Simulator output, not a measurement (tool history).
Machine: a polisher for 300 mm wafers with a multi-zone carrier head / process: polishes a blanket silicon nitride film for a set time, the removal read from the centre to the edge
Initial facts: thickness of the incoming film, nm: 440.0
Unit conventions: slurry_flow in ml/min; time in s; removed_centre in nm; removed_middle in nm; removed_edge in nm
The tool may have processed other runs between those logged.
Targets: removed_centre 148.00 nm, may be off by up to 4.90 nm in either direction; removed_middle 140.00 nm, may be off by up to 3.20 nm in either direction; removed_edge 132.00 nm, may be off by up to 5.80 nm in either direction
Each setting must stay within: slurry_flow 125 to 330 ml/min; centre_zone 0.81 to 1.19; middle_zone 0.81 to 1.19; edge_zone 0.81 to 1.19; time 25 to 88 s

run 1 hour=0.0 | slurry_flow=210 centre_zone=1.00 middle_zone=1.00 edge_zone=1.00 time=56 | removed_centre=183.85 removed_middle=187.93 removed_edge=182.86
run 2 hour=3.8 | slurry_flow=210 centre_zone=1.00 middle_zone=1.00 edge_zone=1.00 time=42 | removed_centre=136.70 removed_middle=140.91 removed_edge=133.71
run 3 hour=9.0 | slurry_flow=210 centre_zone=1.00 middle_zone=1.00 edge_zone=1.00 time=55 | removed_centre=180.70 removed_middle=184.50 removed_edge=180.31
run 4 hour=11.1 | slurry_flow=210 centre_zone=1.00 middle_zone=0.97 edge_zone=0.95 time=52 | removed_centre=173.94 removed_middle=167.94 removed_edge=167.79
run 5 hour=13.3 | slurry_flow=210 centre_zone=1.05 middle_zone=0.97 edge_zone=0.95 time=52 | removed_centre=177.47 removed_middle=169.30 removed_edge=169.14
run 6 hour=14.9 | slurry_flow=245 centre_zone=1.05 middle_zone=0.97 edge_zone=0.95 time=52 | removed_centre=182.25 removed_middle=171.63 removed_edge=167.75
run 7 hour=20.5 | slurry_flow=270 centre_zone=1.03 middle_zone=0.96 edge_zone=0.94 time=48 | removed_centre=165.84 removed_middle=158.78 removed_edge=155.88
run 8 hour=25.2 | slurry_flow=270 centre_zone=1.04 middle_zone=0.96 edge_zone=0.92 time=46 | removed_centre=161.74 removed_middle=153.98 removed_edge=147.72
run 9 hour=31.0 | slurry_flow=265 centre_zone=1.03 middle_zone=0.95 edge_zone=0.89 time=45 | removed_centre=158.19 removed_middle=148.96 removed_edge=145.66
run 10 hour=34.3 | slurry_flow=265 centre_zone=1.04 middle_zone=0.96 edge_zone=0.88 time=44 | removed_centre=155.95 removed_middle=148.06 removed_edge=139.02
run 11 hour=36.8 | slurry_flow=255 centre_zone=1.03 middle_zone=0.95 edge_zone=0.86 time=44 | removed_centre=152.59 removed_middle=143.64 removed_edge=140.61
run 12 hour=38.8 | slurry_flow=265 centre_zone=1.05 middle_zone=0.98 edge_zone=0.85 time=40 | removed_centre=143.66 removed_middle=134.77 removed_edge=122.81
run 13 hour=39.9 | slurry_flow=275 centre_zone=1.05 middle_zone=0.97 edge_zone=0.87 time=40 | removed_centre=143.79 removed_middle=134.01 removed_edge=128.11
run 14 hour=43.3 | slurry_flow=280 centre_zone=1.05 middle_zone=0.98 edge_zone=0.88 time=40 | removed_centre=142.85 removed_middle=135.98 removed_edge=127.28

Which single option among these 4 for the next run brings every result within its allowed miss of target? Just one does.
run A hour=46.7 | slurry_flow=290 centre_zone=0.98 middle_zone=1.01 edge_zone=0.88 time=40 | removed_centre=? removed_middle=? removed_edge=?
run B hour=46.7 | slurry_flow=300 centre_zone=1.05 middle_zone=0.98 edge_zone=0.90 time=41 | removed_centre=? removed_middle=? removed_edge=?
run C hour=46.7 | slurry_flow=285 centre_zone=1.05 middle_zone=0.99 edge_zone=0.84 time=39 | removed_centre=? removed_middle=? removed_edge=?
run D hour=46.7 | slurry_flow=295 centre_zone=1.14 middle_zone=1.05 edge_zone=0.81 time=39 | removed_centre=? removed_middle=? removed_edge=?

move=A removed_centre=135.67 removed_middle=140.01 removed_edge=124.89
move=B removed_centre=148.41 removed_middle=140.35 removed_edge=129.73
move=C removed_centre=140.35 removed_middle=133.94 removed_edge=119.11
move=D removed_centre=151.77 removed_middle=141.24 removed_edge=117.45
A: the furthest-off result lands on target, but another misses its tolerance
B: every result lands within tolerance
C: moves away from the targets compared with the last run
D: the furthest-off result lands on target, but another misses its tolerance
Correct choice: B, which meets every target
